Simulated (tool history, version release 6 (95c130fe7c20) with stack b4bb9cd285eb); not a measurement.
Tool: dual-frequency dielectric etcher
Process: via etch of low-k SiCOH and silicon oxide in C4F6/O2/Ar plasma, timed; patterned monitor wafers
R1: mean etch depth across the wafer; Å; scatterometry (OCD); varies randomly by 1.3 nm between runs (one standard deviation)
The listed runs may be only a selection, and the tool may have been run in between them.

run 1 hour=0.0 | source_power_(kW)=0.300 bias_power_(kW)=0.161 etch_time_(s)=100.0 | R1=2553.9
run 2 hour=7.8 | source_power_(kW)=0.270 bias_power_(kW)=0.155 etch_time_(s)=100.0 | R1=2357.9
run 3 hour=12.1 | source_power_(kW)=0.260 bias_power_(kW)=0.154 etch_time_(s)=100.0 | R1=2290.4
run 4 hour=18.6 | source_power_(kW)=0.260 bias_power_(kW)=0.154 etch_time_(s)=100.0 | R1=2277.9
run 5 hour=24.1 | source_power_(kW)=0.280 bias_power_(kW)=0.154 etch_time_(s)=100.0 | R1=2417.4
run 6 hour=31.8 | source_power_(kW)=0.270 bias_power_(kW)=0.153 etch_time_(s)=100.0 | R1=2354.4
run 7 hour=35.0 | source_power_(kW)=0.260 bias_power_(kW)=0.152 etch_time_(s)=100.0 | R1=2275.9

Expected results for the next run?
run 8 hour=39.0 | source_power_(kW)=0.250 bias_power_(kW)=0.151 etch_time_(s)=100.0 | R1=?

{"run 8": {"R1": 2227.1}}

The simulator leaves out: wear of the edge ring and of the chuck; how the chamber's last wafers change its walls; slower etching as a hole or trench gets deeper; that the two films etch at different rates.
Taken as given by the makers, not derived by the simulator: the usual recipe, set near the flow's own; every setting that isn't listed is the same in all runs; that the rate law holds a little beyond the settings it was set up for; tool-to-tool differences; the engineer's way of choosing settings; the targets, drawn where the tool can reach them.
